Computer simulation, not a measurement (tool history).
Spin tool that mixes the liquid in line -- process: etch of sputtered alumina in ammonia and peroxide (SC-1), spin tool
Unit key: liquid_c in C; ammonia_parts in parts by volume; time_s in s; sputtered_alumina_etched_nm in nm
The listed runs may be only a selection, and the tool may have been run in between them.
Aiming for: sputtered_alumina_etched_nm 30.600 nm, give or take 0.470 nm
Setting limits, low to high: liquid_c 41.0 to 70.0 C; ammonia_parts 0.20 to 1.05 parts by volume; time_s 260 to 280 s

run 1 hour=0.0 | liquid_c=57.0 ammonia_parts=0.55 time_s=260 | sputtered_alumina_etched_nm=20.001
run 2 hour=3.1 | liquid_c=57.0 ammonia_parts=0.65 time_s=260 | sputtered_alumina_etched_nm=20.327
run 3 hour=4.7 | liquid_c=58.5 ammonia_parts=0.65 time_s=260 | sputtered_alumina_etched_nm=22.131
run 4 hour=8.8 | liquid_c=59.5 ammonia_parts=0.65 time_s=260 | sputtered_alumina_etched_nm=23.244
run 5 hour=11.5 | liquid_c=59.5 ammonia_parts=0.65 time_s=280 | sputtered_alumina_etched_nm=24.962
run 6 hour=12.7 | liquid_c=59.5 ammonia_parts=0.80 time_s=280 | sputtered_alumina_etched_nm=25.486
run 7 hour=14.4 | liquid_c=60.0 ammonia_parts=0.80 time_s=280 | sputtered_alumina_etched_nm=26.205
run 8 hour=17.0 | liquid_c=60.5 ammonia_parts=0.80 time_s=280 | sputtered_alumina_etched_nm=26.805
run 9 hour=18.9 | liquid_c=63.5 ammonia_parts=0.80 time_s=280 | sputtered_alumina_etched_nm=31.365

4 next moves are on the table. One of them brings every result within its allowed miss. Which?
run A hour=20.8 | liquid_c=62.5 ammonia_parts=1.05 time_s=280 | sputtered_alumina_etched_nm=?
run B hour=20.8 | liquid_c=62.5 ammonia_parts=0.75 time_s=280 | sputtered_alumina_etched_nm=?
run C hour=20.8 | liquid_c=66.0 ammonia_parts=0.75 time_s=260 | sputtered_alumina_etched_nm=?
run D hour=20.8 | liquid_c=64.0 ammonia_parts=0.80 time_s=280 | sputtered_alumina_etched_nm=?

move=A sputtered_alumina_etched_nm=30.426
move=B sputtered_alumina_etched_nm=29.473
move=C sputtered_alumina_etched_nm=32.588
move=D sputtered_alumina_etched_nm=31.973
A: each result inside its tolerance
B: carries the result that was furthest off beyond its target, to the other side
C: its largest miss is bigger than the last run's
D: its largest miss is bigger than the last run's
Move A is the one to make.
